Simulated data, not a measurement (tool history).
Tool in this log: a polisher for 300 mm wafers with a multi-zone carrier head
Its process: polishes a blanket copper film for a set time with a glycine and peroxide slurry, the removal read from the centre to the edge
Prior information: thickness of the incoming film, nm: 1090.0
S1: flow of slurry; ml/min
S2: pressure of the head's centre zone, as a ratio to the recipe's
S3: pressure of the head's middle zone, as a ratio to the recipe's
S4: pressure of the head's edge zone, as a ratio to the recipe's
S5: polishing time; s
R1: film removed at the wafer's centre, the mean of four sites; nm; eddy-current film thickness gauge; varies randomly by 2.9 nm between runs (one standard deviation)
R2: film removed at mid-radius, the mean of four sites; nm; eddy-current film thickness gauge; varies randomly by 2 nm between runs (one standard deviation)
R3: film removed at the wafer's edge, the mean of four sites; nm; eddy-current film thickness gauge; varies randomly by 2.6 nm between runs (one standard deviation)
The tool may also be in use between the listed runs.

Run 1, hour 0: S1 185 ml/min, S2 1, S3 1, S4 1, S5 55 s. Result: R1 324.38 nm, R2 321.96 nm, R3 316.16 nm.
Run 2, hour 9: S1 185 ml/min, S2 1.01, S3 1.01, S4 0.96, S5 53 s. Result: R1 309.23 nm, R2 313.15 nm, R3 297.57 nm.
Run 3, hour 17.5: S1 180 ml/min, S2 1.03, S3 1.01, S4 0.93, S5 51 s. Result: R1 302.07 nm, R2 294.89 nm, R3 281.83 nm.
Run 4, hour 24.3: S1 180 ml/min, S2 1.07, S3 1.01, S4 0.93, S5 51 s. Result: R1 309.87 nm, R2 299.33 nm, R3 279.59 nm.
Run 5, hour 29.6: S1 180 ml/min, S2 1.15, S3 1.01, S4 0.93, S5 51 s. Result: R1 339.48 nm, R2 295.74 nm, R3 281.8 nm.
Run 6, hour 34.3: S1 180 ml/min, S2 1.15, S3 1.01, S4 0.93, S5 62 s. Result: R1 409.06 nm, R2 364.02 nm, R3 341.12 nm.
Run 7, hour 36.4: S1 180 ml/min, S2 1.05, S3 1.08, S4 0.83, S5 47 s. Result: R1 290.48 nm, R2 290.25 nm, R3 248.55 nm.

For run 8, what comes out?
Run 8, hour 44.4: S1 170 ml/min, S2 1.05, S3 1.08, S4 0.83, S5 47 s. Result: R1 ?, R2 ?, R3 ?.

R1: 277.9 nm
R2: 287.44 nm
R3: 246.85 nm

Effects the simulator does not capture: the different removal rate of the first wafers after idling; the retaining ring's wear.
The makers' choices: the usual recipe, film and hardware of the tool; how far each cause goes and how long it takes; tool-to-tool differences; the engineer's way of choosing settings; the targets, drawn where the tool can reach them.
